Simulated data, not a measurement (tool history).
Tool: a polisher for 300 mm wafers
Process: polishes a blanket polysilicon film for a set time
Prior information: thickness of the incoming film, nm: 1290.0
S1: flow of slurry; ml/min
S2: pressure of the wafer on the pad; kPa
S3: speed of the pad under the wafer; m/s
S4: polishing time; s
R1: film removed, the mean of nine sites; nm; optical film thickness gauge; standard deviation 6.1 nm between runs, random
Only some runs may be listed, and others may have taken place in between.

| run | hour | S1 | S2 | S3 | S4 | R1 |
|---|---|---|---|---|---|---|
| 1 | 0 | 260 | 11.7 | 1.16 | 98 | 461.1 |
| 2 | 7.9 | 260 | 11.7 | 1.16 | 103 | 479.75 |
| 3 | 13.1 | 260 | 12.4 | 1.16 | 103 | 505.51 |
| 4 | 21.8 | 260 | 13.1 | 1.16 | 103 | 537.24 |
| 5 | 29.4 | 300 | 13.1 | 1.16 | 103 | 547.31 |
| 6 | 34.1 | 300 | 13.8 | 1.16 | 103 | 570.82 |

What will run 7 give?
| 7 | 40.9 | 300 | 14.5 | 1.16 | 103 | ? |

Run 7 gave R1 591.69 nm.

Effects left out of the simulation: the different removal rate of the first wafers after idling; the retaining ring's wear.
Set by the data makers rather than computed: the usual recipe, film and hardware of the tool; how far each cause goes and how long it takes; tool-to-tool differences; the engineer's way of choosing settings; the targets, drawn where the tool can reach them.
